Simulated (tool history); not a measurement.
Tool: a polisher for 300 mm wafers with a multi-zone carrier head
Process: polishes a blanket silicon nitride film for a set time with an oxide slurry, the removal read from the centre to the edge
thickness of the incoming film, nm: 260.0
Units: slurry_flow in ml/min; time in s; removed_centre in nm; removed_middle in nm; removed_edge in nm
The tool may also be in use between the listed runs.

| run | hour | slurry_flow | centre_zone | middle_zone | edge_zone | slurry_solids | time | removed_centre | removed_middle | removed_edge |
|---|---|---|---|---|---|---|---|---|---|---|
| 1 | 0.0 | 190 | 1.00 | 1.00 | 1.00 | 1.00 | 82 | 88.454 | 86.308 | 90.836 |
| 2 | 3.5 | 190 | 0.96 | 1.00 | 1.00 | 1.00 | 82 | 86.772 | 89.396 | 89.145 |
| 3 | 8.9 | 215 | 0.96 | 1.00 | 1.00 | 1.00 | 82 | 89.534 | 87.962 | 89.340 |
| 4 | 16.8 | 220 | 0.98 | 1.02 | 1.00 | 1.10 | 86 | 97.006 | 100.950 | 100.990 |
| 5 | 18.2 | 265 | 0.98 | 1.02 | 1.00 | 1.10 | 86 | 101.640 | 102.680 | 101.720 |
| 6 | 22.6 | 270 | 1.01 | 1.02 | 0.99 | 1.15 | 89 | 112.110 | 106.340 | 106.990 |
| 7 | 27.0 | 270 | 1.03 | 1.04 | 1.00 | 1.20 | 91 | 113.910 | 114.510 | 114.560 |

Forecast run 8:
| 8 | 33.2 | 295 | 1.13 | 0.98 | 0.90 | 1.45 | 108 | ? | ? | ? |

Run 8 gave removed_centre 162.870 nm, removed_middle 140.310 nm, removed_edge 136.990 nm.
